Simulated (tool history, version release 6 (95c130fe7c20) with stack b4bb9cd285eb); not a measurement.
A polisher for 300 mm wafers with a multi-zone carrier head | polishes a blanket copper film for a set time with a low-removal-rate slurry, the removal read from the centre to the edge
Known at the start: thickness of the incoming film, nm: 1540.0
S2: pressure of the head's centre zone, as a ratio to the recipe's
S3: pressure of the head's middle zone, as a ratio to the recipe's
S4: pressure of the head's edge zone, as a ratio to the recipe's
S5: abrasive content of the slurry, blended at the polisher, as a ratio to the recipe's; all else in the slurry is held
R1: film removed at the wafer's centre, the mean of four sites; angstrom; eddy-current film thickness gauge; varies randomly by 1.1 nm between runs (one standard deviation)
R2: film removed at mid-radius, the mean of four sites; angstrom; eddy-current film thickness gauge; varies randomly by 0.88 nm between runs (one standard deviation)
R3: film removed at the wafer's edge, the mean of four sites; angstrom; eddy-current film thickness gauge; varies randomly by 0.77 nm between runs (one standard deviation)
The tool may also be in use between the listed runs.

{"run": 1, "day": 0.0, "flow of slurry (ml/min)": 270, "S2": 1.0, "S3": 1.0, "S4": 1.0, "S5": 1.0, "polishing time (s)": 60, "R1": 1427.1, "R2": 1378.2, "R3": 1379.0}
{"run": 2, "day": 0.142, "flow of slurry (ml/min)": 270, "S2": 1.0, "S3": 1.0, "S4": 1.0, "S5": 0.9, "polishing time (s)": 60, "R1": 1377.7, "R2": 1350.9, "R3": 1340.9}
{"run": 3, "day": 0.217, "flow of slurry (ml/min)": 270, "S2": 1.07, "S3": 1.0, "S4": 1.0, "S5": 0.9, "polishing time (s)": 60, "R1": 1414.3, "R2": 1361.2, "R3": 1361.1}
{"run": 4, "day": 0.575, "flow of slurry (ml/min)": 270, "S2": 1.11, "S3": 1.0, "S4": 1.0, "S5": 0.9, "polishing time (s)": 60, "R1": 1457.5, "R2": 1342.2, "R3": 1363.8}
{"run": 5, "day": 0.692, "flow of slurry (ml/min)": 275, "S2": 1.12, "S3": 1.0, "S4": 0.96, "S5": 0.8, "polishing time (s)": 54, "R1": 1329.3, "R2": 1205.7, "R3": 1193.2}
{"run": 6, "day": 0.742, "flow of slurry (ml/min)": 275, "S2": 1.1, "S3": 1.0, "S4": 0.94, "S5": 0.75, "polishing time (s)": 49, "R1": 1167.9, "R2": 1071.3, "R3": 1057.9}
{"run": 7, "day": 1.058, "flow of slurry (ml/min)": 280, "S2": 1.1, "S3": 1.01, "S4": 0.92, "S5": 0.7, "polishing time (s)": 46, "R1": 1105.7, "R2": 993.82, "R3": 967.75}
{"run": 8, "day": 1.338, "flow of slurry (ml/min)": 280, "S2": 1.08, "S3": 1.02, "S4": 0.9, "S5": 0.65, "polishing time (s)": 45, "R1": 1043.3, "R2": 972.48, "R3": 927.81}
{"run": 9, "day": 1.383, "flow of slurry (ml/min)": 285, "S2": 1.08, "S3": 1.02, "S4": 0.88, "S5": 0.6, "polishing time (s)": 44, "R1": 1019.9, "R2": 960.21, "R3": 893.68}
{"run": 10, "day": 1.462, "flow of slurry (ml/min)": 285, "S2": 1.08, "S3": 1.02, "S4": 0.87, "S5": 0.6, "polishing time (s)": 43, "R1": 1000.1, "R2": 930.93, "R3": 870.45}

Run 11 has not been measured yet. What should we expect?
{"run": 11, "day": 1.592, "flow of slurry (ml/min)": 285, "S2": 1.08, "S3": 1.02, "S4": 0.86, "S5": 0.6, "polishing time (s)": 42, "R1": "?", "R2": "?", "R3": "?"}

Run 11 measured R1 956.01 angstrom, R2 905.56 angstrom, R3 827.38 angstrom.

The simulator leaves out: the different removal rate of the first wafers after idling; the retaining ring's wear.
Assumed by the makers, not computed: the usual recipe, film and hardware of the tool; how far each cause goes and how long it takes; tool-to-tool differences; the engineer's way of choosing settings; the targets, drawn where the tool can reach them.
